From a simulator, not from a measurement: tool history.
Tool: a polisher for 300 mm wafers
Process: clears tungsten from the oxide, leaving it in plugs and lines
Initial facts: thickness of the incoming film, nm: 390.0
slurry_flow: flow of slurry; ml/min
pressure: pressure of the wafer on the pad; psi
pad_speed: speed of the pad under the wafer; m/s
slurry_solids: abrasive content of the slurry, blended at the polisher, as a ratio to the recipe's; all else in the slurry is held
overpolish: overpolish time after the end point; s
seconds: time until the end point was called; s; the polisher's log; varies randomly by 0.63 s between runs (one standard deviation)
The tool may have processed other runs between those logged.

| run | hour | slurry_flow | pressure | pad_speed | slurry_solids | overpolish | seconds |
|---|---|---|---|---|---|---|---|
| 1 | 0 | 160 | 4 | 1.34 | 1 | 16 | 62.721 |
| 2 | 2.3 | 160 | 4 | 1.54 | 1 | 16 | 56.182 |
| 3 | 6.1 | 160 | 4.5 | 1.54 | 1 | 16 | 50.819 |
| 4 | 11.2 | 130 | 4.5 | 1.54 | 1 | 16 | 52.202 |
| 5 | 15.7 | 130 | 4.3 | 1.54 | 1 | 16 | 54.566 |
| 6 | 16.2 | 130 | 4.1 | 1.54 | 1 | 16 | 56.093 |
| 7 | 22.2 | 130 | 3.9 | 1.54 | 1 | 16 | 58.996 |
| 8 | 27.6 | 130 | 3.7 | 1.54 | 1 | 16 | 62.726 |
| 9 | 31.9 | 115 | 2.9 | 1.54 | 1 | 16 | 79.104 |

Forecast run 10:
| 10 | 34.8 | 120 | 2.9 | 1.54 | 1 | 16 | ? |

{"run 10": {"seconds": 79.259}}

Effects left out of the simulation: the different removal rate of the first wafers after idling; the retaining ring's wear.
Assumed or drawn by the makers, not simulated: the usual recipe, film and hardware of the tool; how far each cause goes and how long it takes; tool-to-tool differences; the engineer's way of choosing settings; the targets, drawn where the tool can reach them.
